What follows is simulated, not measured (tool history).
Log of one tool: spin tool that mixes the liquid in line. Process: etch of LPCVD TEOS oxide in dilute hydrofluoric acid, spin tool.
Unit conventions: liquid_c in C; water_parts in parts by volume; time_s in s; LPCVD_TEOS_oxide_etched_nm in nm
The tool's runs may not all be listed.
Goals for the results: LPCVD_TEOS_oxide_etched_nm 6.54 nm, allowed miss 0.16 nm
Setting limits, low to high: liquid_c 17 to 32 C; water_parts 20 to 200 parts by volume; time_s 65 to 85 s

run,day,liquid_c,water_parts,time_s,LPCVD_TEOS_oxide_etched_nm
1,0,24,110,85,13.147
2,0.262,27,110,85,14.872
3,0.575,30.5,110,85,16.693
4,0.688,30.5,110,85,16.632
5,0.796,30.5,110,65,12.817
6,1.029,30.5,110,85,16.826
7,1.204,27.5,120,85,13.512
8,1.558,25,130,85,11.182
9,1.812,23,135,85,10.023
10,1.979,19,165,85,6.7107

Exercise: of the 4 proposed moves below, exactly one satisfies all targets within the stated allowed misses. Which move is it?
A,2.146,20,175,85,?
B,2.146,19.5,165,85,?
C,2.146,17.5,155,85,?
D,2.146,21,165,80,?

move,LPCVD_TEOS_oxide_etched_nm
A,6.521
B,6.8501
C,6.7964
D,6.839
A: all results land within tolerance of their targets
B: lands further from the targets than the last run did
C: lands further from the targets than the last run did
D: lands further from the targets than the last run did
Move A is the one to make.
